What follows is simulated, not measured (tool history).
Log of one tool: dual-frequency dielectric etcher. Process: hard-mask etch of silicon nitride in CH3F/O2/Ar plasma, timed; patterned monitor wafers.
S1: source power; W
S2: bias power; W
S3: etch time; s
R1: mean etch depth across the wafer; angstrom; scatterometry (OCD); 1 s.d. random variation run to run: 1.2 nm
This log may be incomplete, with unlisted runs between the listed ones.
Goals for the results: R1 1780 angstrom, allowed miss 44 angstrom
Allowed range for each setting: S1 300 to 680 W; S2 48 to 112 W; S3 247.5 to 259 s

| run | hour | S1 | S2 | S3 | R1 |
|---|---|---|---|---|---|
| 1 | 0 | 490 | 80 | 247.5 | 1953.2 |
| 2 | 5.3 | 460 | 79 | 247.5 | 1898.1 |
| 3 | 12 | 440 | 78 | 247.5 | 1886.3 |
| 4 | 18.3 | 440 | 87 | 247.5 | 1943.2 |
| 5 | 22.4 | 480 | 87 | 247.5 | 2026.1 |
| 6 | 30.5 | 480 | 87 | 247.5 | 2008 |
|  | 31.6 | wet clean of the chamber |
| 7 | 31.6 | 480 | 87 | 247.5 | 2075.7 |
| 8 | 33 | 450 | 86 | 247.5 | 2002.8 |
| 9 | 37.2 | 430 | 83 | 247.5 | 1971.4 |

Below are 5 possible settings for the next run. Only one of them brings all results inside the allowed miss of their targets. Which is it?
| A | 41.4 | 450 | 72 | 251.5 | ? |
| B | 41.4 | 390 | 61 | 259 | ? |
| C | 41.4 | 400 | 71 | 256.5 | ? |
| D | 41.4 | 510 | 75 | 259 | ? |
| E | 41.4 | 360 | 93 | 259 | ? |

| move | R1 |
|---|---|
| A | 1928.1 |
| B | 1788.4 |
| C | 1884.9 |
| D | 2098.1 |
| E | 2037.1 |
A: nearer than the last run, and not there yet
B: each result inside its tolerance
C: nearer than the last run, and not there yet
D: its largest miss is bigger than the last run's
E: its largest miss is bigger than the last run's
So the answer is move B, the one that meets all the targets.

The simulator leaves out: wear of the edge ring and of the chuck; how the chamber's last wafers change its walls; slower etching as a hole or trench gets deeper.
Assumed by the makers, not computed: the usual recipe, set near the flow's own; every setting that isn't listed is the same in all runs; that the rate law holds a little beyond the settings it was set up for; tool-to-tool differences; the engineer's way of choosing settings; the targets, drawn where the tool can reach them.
